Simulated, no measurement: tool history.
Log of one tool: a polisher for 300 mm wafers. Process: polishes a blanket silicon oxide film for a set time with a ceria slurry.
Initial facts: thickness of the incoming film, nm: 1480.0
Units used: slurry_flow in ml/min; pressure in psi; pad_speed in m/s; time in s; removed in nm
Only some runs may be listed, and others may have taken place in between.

run	hour	slurry_flow	pressure	pad_speed	time	removed
1	0	295	2	1.1	33	88.083
2	7.3	295	1.9	1.1	33	84.972
3	11.9	330	1.9	1.1	33	85.314
4	12.5	330	1.9	0.9	33	72.51
5	19	295	1.9	0.9	33	73.4
6	24.2	295	2.4	0.9	33	90.239
7	29	295	2.3	0.9	33	87.334
8	31.7	295	2.2	0.9	33	83.638
9	38.5	295	2.1	0.9	33	78.855
10	44.6	295	2	0.9	33	74.108
11	46.8	290	2	0.9	33	75.068

Expected results for the next run?
12	48.1	290	1.8	0.9	33	?

{"run 12": {"removed": 68.149}}
